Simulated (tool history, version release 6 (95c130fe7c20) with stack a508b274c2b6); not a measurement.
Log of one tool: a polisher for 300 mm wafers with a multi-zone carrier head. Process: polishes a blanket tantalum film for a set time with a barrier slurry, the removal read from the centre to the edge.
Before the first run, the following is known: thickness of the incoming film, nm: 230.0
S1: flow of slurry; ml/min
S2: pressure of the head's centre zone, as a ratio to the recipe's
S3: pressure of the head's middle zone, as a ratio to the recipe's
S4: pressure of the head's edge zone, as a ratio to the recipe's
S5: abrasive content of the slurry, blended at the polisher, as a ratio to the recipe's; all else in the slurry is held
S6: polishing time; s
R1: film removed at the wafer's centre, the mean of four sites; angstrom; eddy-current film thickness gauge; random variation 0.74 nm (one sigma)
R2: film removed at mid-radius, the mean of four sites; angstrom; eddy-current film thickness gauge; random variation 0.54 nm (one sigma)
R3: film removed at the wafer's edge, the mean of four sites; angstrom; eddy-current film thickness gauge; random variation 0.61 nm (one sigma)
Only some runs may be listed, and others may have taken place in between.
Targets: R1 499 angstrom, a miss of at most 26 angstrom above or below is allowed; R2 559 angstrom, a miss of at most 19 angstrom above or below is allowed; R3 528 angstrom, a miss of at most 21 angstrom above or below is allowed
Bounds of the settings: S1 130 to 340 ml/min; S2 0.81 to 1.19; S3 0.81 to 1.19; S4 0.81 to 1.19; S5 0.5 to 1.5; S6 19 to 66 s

run	day	S1	S2	S3	S4	S5	S6	R1	R2	R3
1	0	220	1	1	1	1	42	688.54	687.43	730.57
2	0.358	175	1	1	1	1	42	680.99	674.92	692.22
3	0.675	170	0.98	1	0.98	0.9	42	614.95	632.6	650.2
4	0.888	170	0.94	1	0.98	0.9	42	601.85	622.82	644.73
5	1.1	170	0.94	1	0.98	0.9	36	503.48	544.7	566.12
6	1.4	170	0.94	0.95	0.98	0.9	36	519.72	522.06	561.07
7	1.5	165	0.94	0.97	0.96	0.9	36	503.77	522.62	551.18
# day 1.733: edge zone pressure recalibrated
8	1.733	160	0.95	0.99	0.95	0.9	36	503.39	537.46	526.48
9	2.079	160	0.95	1	0.95	0.9	36	505.85	532.84	529.03
10	2.279	160	0.95	1.01	0.95	0.9	36	497.83	533.92	518.48

4 candidate next runs follow, results not yet known. Just one meets every target within its allowed miss. Identify it.
A	2.479	140	1	0.97	0.92	0.95	36	?	?	?
B	2.479	220	0.97	1.05	1.16	0.9	31	?	?	?
C	2.479	210	0.83	0.98	1.06	0.7	40	?	?	?
D	2.479	145	0.91	1.04	0.92	0.75	42	?	?	?

move	R1	R2	R3
A	536.97	515.09	515.38
B	487.31	500.13	515.72
C	481.95	518.49	538.84
D	520.61	557.89	527.98
A: further off than the last run
B: further off than the last run
C: further off than the last run
D: in spec on every target
The right move is D.
